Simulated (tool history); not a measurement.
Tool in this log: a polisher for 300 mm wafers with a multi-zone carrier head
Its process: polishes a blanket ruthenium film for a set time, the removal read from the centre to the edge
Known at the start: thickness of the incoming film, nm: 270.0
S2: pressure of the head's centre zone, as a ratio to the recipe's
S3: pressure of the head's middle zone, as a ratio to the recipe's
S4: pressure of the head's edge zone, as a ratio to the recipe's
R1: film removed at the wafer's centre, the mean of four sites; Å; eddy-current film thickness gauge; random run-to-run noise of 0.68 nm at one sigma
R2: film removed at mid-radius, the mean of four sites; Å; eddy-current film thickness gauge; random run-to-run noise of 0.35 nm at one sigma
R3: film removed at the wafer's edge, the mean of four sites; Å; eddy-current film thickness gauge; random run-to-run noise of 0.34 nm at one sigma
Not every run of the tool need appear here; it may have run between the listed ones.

{"run": 1, "hour": 0.0, "flow of slurry (ml/min)": 135, "S2": 1, "S3": 1, "S4": 1, "polishing time (s)": 77, "R1": 942.43, "R2": 921.11, "R3": 902.44}
{"run": 2, "hour": 2.5, "flow of slurry (ml/min)": 135, "S2": 1, "S3": 1.06, "S4": 1, "polishing time (s)": 77, "R1": 903.48, "R2": 958.23, "R3": 903.53}
{"run": 3, "hour": 7.6, "flow of slurry (ml/min)": 135, "S2": 1, "S3": 1.13, "S4": 1, "polishing time (s)": 77, "R1": 918.57, "R2": 1012.9, "R3": 902.39}
{"run": 4, "hour": 13.1, "flow of slurry (ml/min)": 130, "S2": 1, "S3": 1.1, "S4": 0.96, "polishing time (s)": 69, "R1": 832.75, "R2": 888.83, "R3": 798.12}
{"run": 5, "hour": 14.5, "flow of slurry (ml/min)": 130, "S2": 0.95, "S3": 1.1, "S4": 0.96, "polishing time (s)": 69, "R1": 789.45, "R2": 880.5, "R3": 793.27}
{"run": 6, "hour": 17.9, "flow of slurry (ml/min)": 125, "S2": 0.95, "S3": 1.08, "S4": 0.93, "polishing time (s)": 63, "R1": 710.03, "R2": 793.97, "R3": 712.09}
{"run": 7, "hour": 20.5, "flow of slurry (ml/min)": 120, "S2": 0.96, "S3": 1.06, "S4": 0.9, "polishing time (s)": 59, "R1": 667.69, "R2": 730.94, "R3": 649.37}

Run 8 has not been measured yet. What should we expect?
{"run": 8, "hour": 28.7, "flow of slurry (ml/min)": 115, "S2": 0.96, "S3": 1.04, "S4": 0.88, "polishing time (s)": 57, "R1": "?", "R2": "?", "R3": "?"}

R1: 627.09 Å
R2: 681.05 Å
R3: 624.33 Å
